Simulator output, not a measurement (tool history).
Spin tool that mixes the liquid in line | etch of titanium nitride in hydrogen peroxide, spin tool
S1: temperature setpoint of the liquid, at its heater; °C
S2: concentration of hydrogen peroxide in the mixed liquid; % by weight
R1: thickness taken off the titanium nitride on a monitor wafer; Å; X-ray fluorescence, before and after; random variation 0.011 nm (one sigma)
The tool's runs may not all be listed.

Run 1, hour 0: S1 52 °C, S2 24.5 % by weight, time under the liquid (s) 70. Result: R1 32.453 Å.
Run 2, hour 7.7: S1 47.5 °C, S2 24.5 % by weight, time under the liquid (s) 70. Result: R1 23.016 Å.
Run 3, hour 13.9: S1 47.5 °C, S2 28.5 % by weight, time under the liquid (s) 70. Result: R1 24.192 Å.
Run 4, hour 14.5: S1 46 °C, S2 28.5 % by weight, time under the liquid (s) 70. Result: R1 21.416 Å.
Run 5, hour 21.8: S1 43 °C, S2 28.5 % by weight, time under the liquid (s) 70. Result: R1 17.373 Å.
Run 6, hour 22.7: S1 48.5 °C, S2 28.5 % by weight, time under the liquid (s) 70. Result: R1 26.156 Å.
At hour 25.9: thermometer replaced.
Run 7, hour 25.9: S1 47 °C, S2 28.5 % by weight, time under the liquid (s) 70. Result: R1 20.223 Å.
Run 8, hour 34.4: S1 46 °C, S2 28.5 % by weight, time under the liquid (s) 70. Result: R1 18.807 Å.

Forecast run 9:
Run 9, hour 40.8: S1 45.5 °C, S2 28.5 % by weight, time under the liquid (s) 70. Result: R1 ?.

Run 9 gave R1 18.05 Å.
